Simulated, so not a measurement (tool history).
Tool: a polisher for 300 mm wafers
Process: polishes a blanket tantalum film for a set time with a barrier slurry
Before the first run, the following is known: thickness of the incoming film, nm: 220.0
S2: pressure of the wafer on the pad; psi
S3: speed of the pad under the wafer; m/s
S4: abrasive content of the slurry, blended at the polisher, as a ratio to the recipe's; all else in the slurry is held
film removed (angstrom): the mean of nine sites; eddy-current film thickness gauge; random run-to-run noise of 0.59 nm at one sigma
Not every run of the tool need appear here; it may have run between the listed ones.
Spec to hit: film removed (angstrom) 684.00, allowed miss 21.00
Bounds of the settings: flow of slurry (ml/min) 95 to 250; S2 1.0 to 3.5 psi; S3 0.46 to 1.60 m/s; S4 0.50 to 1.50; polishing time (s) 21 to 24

run 1 hour=0.0 | flow_of_slurry_(ml/min)=160 S2=2.2 S3=1.02 S4=1.00 polishing_time_(s)=24 | film_removed_(angstrom)=416.08
run 2 hour=8.9 | flow_of_slurry_(ml/min)=190 S2=2.2 S3=1.02 S4=1.00 polishing_time_(s)=24 | film_removed_(angstrom)=417.73
run 3 hour=17.2 | flow_of_slurry_(ml/min)=190 S2=2.2 S3=0.82 S4=1.00 polishing_time_(s)=24 | film_removed_(angstrom)=337.81
run 4 hour=20.4 | flow_of_slurry_(ml/min)=190 S2=2.2 S3=0.82 S4=1.00 polishing_time_(s)=21 | film_removed_(angstrom)=300.93
run 5 hour=28.6 | flow_of_slurry_(ml/min)=190 S2=2.6 S3=0.88 S4=1.00 polishing_time_(s)=21 | film_removed_(angstrom)=379.40
run 6 hour=36.5 | flow_of_slurry_(ml/min)=190 S2=2.6 S3=0.88 S4=0.85 polishing_time_(s)=21 | film_removed_(angstrom)=347.64
run 7 hour=40.5 | flow_of_slurry_(ml/min)=190 S2=2.9 S3=0.98 S4=0.85 polishing_time_(s)=21 | film_removed_(angstrom)=432.90
run 8 hour=45.1 | flow_of_slurry_(ml/min)=190 S2=3.1 S3=1.04 S4=0.85 polishing_time_(s)=21 | film_removed_(angstrom)=486.84
run 9 hour=47.3 | flow_of_slurry_(ml/min)=190 S2=3.2 S3=1.10 S4=0.85 polishing_time_(s)=21 | film_removed_(angstrom)=535.90
run 10 hour=53.9 | flow_of_slurry_(ml/min)=190 S2=3.3 S3=1.14 S4=0.85 polishing_time_(s)=21 | film_removed_(angstrom)=564.33
run 11 hour=60.0 | flow_of_slurry_(ml/min)=190 S2=3.4 S3=1.18 S4=0.85 polishing_time_(s)=21 | film_removed_(angstrom)=606.45
run 12 hour=62.5 | flow_of_slurry_(ml/min)=190 S2=3.4 S3=1.18 S4=0.85 polishing_time_(s)=21 | film_removed_(angstrom)=599.24

5 next moves are on the table. One of them brings every result within its allowed miss. Which?
run A hour=65.0 | flow_of_slurry_(ml/min)=140 S2=3.4 S3=0.96 S4=0.90 polishing_time_(s)=24 | film_removed_(angstrom)=?
run B hour=65.0 | flow_of_slurry_(ml/min)=190 S2=3.4 S3=1.24 S4=0.90 polishing_time_(s)=22 | film_removed_(angstrom)=?
run C hour=65.0 | flow_of_slurry_(ml/min)=190 S2=3.0 S3=1.14 S4=0.80 polishing_time_(s)=21 | film_removed_(angstrom)=?
run D hour=65.0 | flow_of_slurry_(ml/min)=235 S2=3.3 S3=1.00 S4=0.70 polishing_time_(s)=23 | film_removed_(angstrom)=?
run E hour=65.0 | flow_of_slurry_(ml/min)=160 S2=3.5 S3=0.92 S4=0.80 polishing_time_(s)=23 | film_removed_(angstrom)=?

move=A film_removed_(angstrom)=558.73
move=B film_removed_(angstrom)=678.91
move=C film_removed_(angstrom)=494.32
move=D film_removed_(angstrom)=486.20
move=E film_removed_(angstrom)=502.15
A: moves away from the targets compared with the last run
B: all results in spec
C: moves away from the targets compared with the last run
D: moves away from the targets compared with the last run
E: moves away from the targets compared with the last run
The right move is B.

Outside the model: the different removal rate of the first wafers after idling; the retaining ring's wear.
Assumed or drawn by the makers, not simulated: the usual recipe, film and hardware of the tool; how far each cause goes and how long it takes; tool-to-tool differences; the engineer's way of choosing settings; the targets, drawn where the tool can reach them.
